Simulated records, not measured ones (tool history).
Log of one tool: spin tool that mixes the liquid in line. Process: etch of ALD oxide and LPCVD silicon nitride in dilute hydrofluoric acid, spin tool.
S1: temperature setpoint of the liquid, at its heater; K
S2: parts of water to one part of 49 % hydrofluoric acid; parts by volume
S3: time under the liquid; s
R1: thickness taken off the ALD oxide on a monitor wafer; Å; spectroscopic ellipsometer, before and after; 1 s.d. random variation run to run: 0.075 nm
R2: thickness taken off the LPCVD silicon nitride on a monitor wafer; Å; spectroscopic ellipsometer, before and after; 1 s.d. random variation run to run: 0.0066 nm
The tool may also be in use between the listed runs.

{"run": 1, "hour": 0.0, "S1": 294.15, "S2": 60, "S3": 180, "R1": 280.71, "R2": 13.617}
{"run": 2, "hour": 5.7, "S1": 291.65, "S2": 60, "S3": 180, "R1": 253.89, "R2": 11.396}
{"run": 3, "hour": 12.5, "S1": 291.15, "S2": 75, "S3": 170, "R1": 183.34, "R2": 8.6354}
{"run": 4, "hour": 17.3, "S1": 291.15, "S2": 60, "S3": 170, "R1": 231.62, "R2": 10.633}
{"run": 5, "hour": 21.1, "S1": 290.65, "S2": 75, "S3": 155, "R1": 164.38, "R2": 7.4969}
{"run": 6, "hour": 23.0, "S1": 290.65, "S2": 85, "S3": 145, "R1": 136.08, "R2": 6.2262}
{"run": 7, "hour": 29.5, "S1": 290.65, "S2": 85, "S3": 145, "R1": 135.97, "R2": 5.9974}
{"run": 8, "hour": 30.1, "S1": 291.15, "S2": 90, "S3": 135, "R1": 121.07, "R2": 5.5167}

Run 9 has not been measured yet. What should we expect?
{"run": 9, "hour": 31.8, "S1": 291.15, "S2": 95, "S3": 130, "R1": "?", "R2": "?"}

Run 9 produced R1 108.65 Å, R2 5.0011 Å.
